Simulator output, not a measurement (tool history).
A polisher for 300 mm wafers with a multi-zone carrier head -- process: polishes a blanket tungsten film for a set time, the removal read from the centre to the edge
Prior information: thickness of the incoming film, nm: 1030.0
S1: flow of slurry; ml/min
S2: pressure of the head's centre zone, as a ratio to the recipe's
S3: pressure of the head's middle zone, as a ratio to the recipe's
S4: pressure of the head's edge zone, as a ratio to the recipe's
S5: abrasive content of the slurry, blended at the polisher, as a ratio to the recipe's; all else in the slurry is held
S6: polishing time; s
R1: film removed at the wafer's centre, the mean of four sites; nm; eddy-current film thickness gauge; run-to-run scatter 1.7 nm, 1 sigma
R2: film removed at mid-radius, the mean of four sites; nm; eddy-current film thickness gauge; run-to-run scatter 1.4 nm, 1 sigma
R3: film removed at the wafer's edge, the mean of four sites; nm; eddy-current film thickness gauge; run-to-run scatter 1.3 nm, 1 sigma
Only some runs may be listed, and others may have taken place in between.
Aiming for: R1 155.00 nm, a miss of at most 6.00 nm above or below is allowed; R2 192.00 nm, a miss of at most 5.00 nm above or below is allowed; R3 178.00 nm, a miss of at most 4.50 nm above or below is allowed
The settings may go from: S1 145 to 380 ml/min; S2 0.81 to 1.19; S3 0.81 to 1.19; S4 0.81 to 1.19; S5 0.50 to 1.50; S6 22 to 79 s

run 1 hour=0.0 | S1=245 S2=1.00 S3=1.00 S4=1.00 S5=1.00 S6=50 | R1=168.00 R2=168.80 R3=167.39
run 2 hour=5.4 | S1=245 S2=1.00 S3=1.00 S4=0.96 S5=1.00 S6=50 | R1=171.43 R2=168.29 R3=161.65
run 3 hour=7.1 | S1=260 S2=0.98 S3=1.02 S4=0.98 S5=1.00 S6=50 | R1=163.31 R2=168.83 R3=163.22
run 4 hour=9.7 | S1=260 S2=0.98 S3=1.05 S4=0.98 S5=1.00 S6=50 | R1=168.40 R2=174.72 R3=165.35
run 5 hour=16.5 | S1=260 S2=0.96 S3=1.08 S4=1.00 S5=1.00 S6=50 | R1=162.09 R2=179.72 R3=167.32
run 6 hour=18.7 | S1=260 S2=0.91 S3=1.08 S4=1.00 S5=1.00 S6=50 | R1=149.48 R2=176.28 R3=163.51
run 7 hour=25.9 | S1=265 S2=0.92 S3=1.10 S4=1.02 S5=1.00 S6=50 | R1=154.07 R2=179.68 R3=167.34
run 8 hour=28.9 | S1=265 S2=0.92 S3=1.10 S4=1.02 S5=1.00 S6=50 | R1=153.31 R2=180.61 R3=167.19
run 9 hour=33.7 | S1=270 S2=0.92 S3=1.11 S4=1.04 S5=1.00 S6=50 | R1=153.28 R2=183.03 R3=170.40
run 10 hour=36.2 | S1=275 S2=0.92 S3=1.12 S4=1.05 S5=1.00 S6=50 | R1=156.06 R2=183.25 R3=168.94
run 11 hour=43.4 | S1=270 S2=0.91 S3=1.13 S4=1.07 S5=1.00 S6=50 | R1=152.99 R2=183.82 R3=172.49
run 12 hour=51.2 | S1=275 S2=0.91 S3=1.14 S4=1.08 S5=1.00 S6=50 | R1=155.69 R2=187.57 R3=170.85
run 13 hour=59.0 | S1=275 S2=0.90 S3=1.14 S4=1.10 S5=1.00 S6=50 | R1=150.25 R2=188.13 R3=172.11
run 14 hour=67.4 | S1=280 S2=0.90 S3=1.14 S4=1.11 S5=1.00 S6=50 | R1=151.76 R2=188.73 R3=174.71

Exercise: of the 4 proposed moves below, exactly one satisfies all targets within the stated allowed misses. Which move is it?
run A hour=75.8 | S1=285 S2=0.89 S3=1.19 S4=1.04 S5=1.10 S6=49 | R1=? R2=? R3=?
run B hour=75.8 | S1=245 S2=0.90 S3=1.15 S4=1.07 S5=1.00 S6=49 | R1=? R2=? R3=?
run C hour=75.8 | S1=225 S2=0.88 S3=1.15 S4=0.91 S5=0.95 S6=54 | R1=? R2=? R3=?
run D hour=75.8 | S1=290 S2=0.89 S3=1.14 S4=1.10 S5=1.20 S6=49 | R1=? R2=? R3=?

move=A R1=151.60 R2=195.49 R3=169.86
move=B R1=147.78 R2=183.61 R3=166.37
move=C R1=156.03 R2=198.51 R3=169.36
move=D R1=155.15 R2=193.34 R3=177.85
A: moves away from the targets compared with the last run
B: moves away from the targets compared with the last run
C: moves away from the targets compared with the last run
D: every result lands within tolerance
Go with D: it meets all targets.
